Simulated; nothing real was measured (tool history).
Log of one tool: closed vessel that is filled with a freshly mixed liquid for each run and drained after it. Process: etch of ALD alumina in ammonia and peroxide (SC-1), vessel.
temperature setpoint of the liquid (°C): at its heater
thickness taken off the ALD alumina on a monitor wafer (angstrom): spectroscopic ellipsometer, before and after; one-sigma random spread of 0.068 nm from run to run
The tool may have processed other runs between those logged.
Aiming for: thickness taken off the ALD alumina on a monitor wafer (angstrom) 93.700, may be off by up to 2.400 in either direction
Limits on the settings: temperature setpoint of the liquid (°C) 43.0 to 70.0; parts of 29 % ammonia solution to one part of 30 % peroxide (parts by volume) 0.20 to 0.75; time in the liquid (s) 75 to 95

run	day	temperature setpoint of the liquid (°C)	parts of 29 % ammonia solution to one part of 30 % peroxide (parts by volume)	time in the liquid (s)	thickness taken off the ALD alumina on a monitor wafer (angstrom)
1	0.000	59.0	0.45	95	62.442
2	0.379	61.5	0.45	95	69.589
3	0.738	56.5	0.45	95	53.765
4	1.088	56.5	0.45	95	54.003
5	1.154	60.0	0.45	95	63.969
6	1.500	62.5	0.45	95	73.518
7	1.546	64.0	0.45	95	78.770
8	1.812	65.0	0.45	95	83.384
9	2.000	66.0	0.45	95	87.103

Which one of the following 4 next-run settings gets every result inside its allowed miss? There is exactly one.
A	2.188	68.0	0.50	95	?
B	2.188	68.5	0.40	95	?
C	2.188	67.0	0.50	95	?
D	2.188	68.5	0.45	95	?

move	thickness taken off the ALD alumina on a monitor wafer (angstrom)
A	97.790
B	98.107
C	93.131
D	99.203
A: pushes the last run's worst result past its target
B: pushes the last run's worst result past its target
C: all results land within tolerance of their targets
D: pushes the last run's worst result past its target
Go with C: it meets all targets.
